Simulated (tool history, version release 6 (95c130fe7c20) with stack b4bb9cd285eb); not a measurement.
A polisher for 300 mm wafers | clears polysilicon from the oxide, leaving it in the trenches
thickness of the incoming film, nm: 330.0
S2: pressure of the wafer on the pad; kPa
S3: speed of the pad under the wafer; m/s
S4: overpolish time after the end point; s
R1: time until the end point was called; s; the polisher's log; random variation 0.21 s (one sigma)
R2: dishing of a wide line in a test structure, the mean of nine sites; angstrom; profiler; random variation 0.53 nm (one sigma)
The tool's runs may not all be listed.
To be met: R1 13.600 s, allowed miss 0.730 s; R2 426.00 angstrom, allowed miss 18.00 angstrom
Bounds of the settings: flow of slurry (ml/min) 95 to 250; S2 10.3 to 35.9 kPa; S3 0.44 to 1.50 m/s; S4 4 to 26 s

Run 1, hour 0.0: flow of slurry (ml/min) 160, S2 22.8 kPa, S3 0.96 m/s, S4 13 s. Result: R1 18.117 s, R2 428.88 angstrom.
Run 2, hour 2.3: flow of slurry (ml/min) 160, S2 17.9 kPa, S3 0.96 m/s, S4 13 s. Result: R1 22.717 s, R2 427.04 angstrom.
Run 3, hour 8.2: flow of slurry (ml/min) 160, S2 20.0 kPa, S3 0.96 m/s, S4 12 s. Result: R1 20.315 s, R2 428.91 angstrom.
Run 4, hour 11.7: flow of slurry (ml/min) 125, S2 20.0 kPa, S3 0.96 m/s, S4 12 s. Result: R1 21.411 s, R2 426.53 angstrom.
Run 5, hour 15.8: flow of slurry (ml/min) 125, S2 16.5 kPa, S3 0.96 m/s, S4 12 s. Result: R1 24.583 s, R2 420.87 angstrom.
Run 6, hour 23.3: flow of slurry (ml/min) 120, S2 18.6 kPa, S3 0.98 m/s, S4 11 s. Result: R1 22.356 s, R2 425.63 angstrom.
Run 7, hour 24.2: flow of slurry (ml/min) 120, S2 18.6 kPa, S3 0.98 m/s, S4 11 s. Result: R1 21.984 s, R2 421.21 angstrom.
At hour 32.4: slurry nozzle cleaned.
Run 8, hour 32.4: flow of slurry (ml/min) 120, S2 20.7 kPa, S3 0.98 m/s, S4 11 s. Result: R1 18.978 s, R2 429.31 angstrom.
Run 9, hour 40.7: flow of slurry (ml/min) 125, S2 25.5 kPa, S3 1.08 m/s, S4 5 s. Result: R1 15.195 s, R2 388.88 angstrom.
Run 10, hour 44.3: flow of slurry (ml/min) 125, S2 25.5 kPa, S3 1.08 m/s, S4 6 s. Result: R1 14.838 s, R2 414.09 angstrom.
Run 11, hour 51.7: flow of slurry (ml/min) 125, S2 26.2 kPa, S3 1.08 m/s, S4 7 s. Result: R1 14.632 s, R2 421.45 angstrom.

Which of these 4 next moves meets every target?
Run A, hour 59.1: flow of slurry (ml/min) 95, S2 28.3 kPa, S3 1.12 m/s, S4 8 s. Result: R1 ?, R2 ?.
Run B, hour 59.1: flow of slurry (ml/min) 105, S2 24.8 kPa, S3 1.06 m/s, S4 8 s. Result: R1 ?, R2 ?.
Run C, hour 59.1: flow of slurry (ml/min) 95, S2 23.4 kPa, S3 1.28 m/s, S4 9 s. Result: R1 ?, R2 ?.
Run D, hour 59.1: flow of slurry (ml/min) 155, S2 23.4 kPa, S3 1.10 m/s, S4 6 s. Result: R1 ?, R2 ?.

move      R1      R2
   A  13.841  422.86
   B  15.962  418.75
   C  14.738  423.99
   D  15.518  405.79
A: meets every target
B: further off than the last run
C: further off than the last run
D: further off than the last run
Move A is the one to make.
